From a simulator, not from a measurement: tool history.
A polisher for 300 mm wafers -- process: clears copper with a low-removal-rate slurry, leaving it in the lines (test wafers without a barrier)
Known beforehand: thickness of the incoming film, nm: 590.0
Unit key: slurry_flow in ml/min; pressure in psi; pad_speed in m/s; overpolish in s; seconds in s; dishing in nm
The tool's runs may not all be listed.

run	hour	slurry_flow	pressure	pad_speed	slurry_solids	overpolish	seconds	dishing
1	0	190	3.7	1.28	1	20	124.32	48.243
2	7.4	195	3.8	1.34	1	17	114.61	45.423
3	10.1	195	3.8	1.34	1	9	117.35	27.965
4	11.2	175	4.1	1.36	1.05	8	108.21	27.17
5	12.9	175	4.1	1.36	1.05	6	107.84	21.498
6	18.2	185	4.3	1.36	1.1	6	100.87	20.847
7	21.6	190	4.5	1.38	1.05	6	95.167	22.649
8	30.5	190	4.7	1.4	1	6	92.833	23.277
9	35.9	190	4.9	1.42	0.95	6	87.675	25.471

Run 10 comes next. What will it give?
10	44.3	190	5	1.42	0.95	6	?	?

seconds: 86.763 s
dishing: 25.958 nm
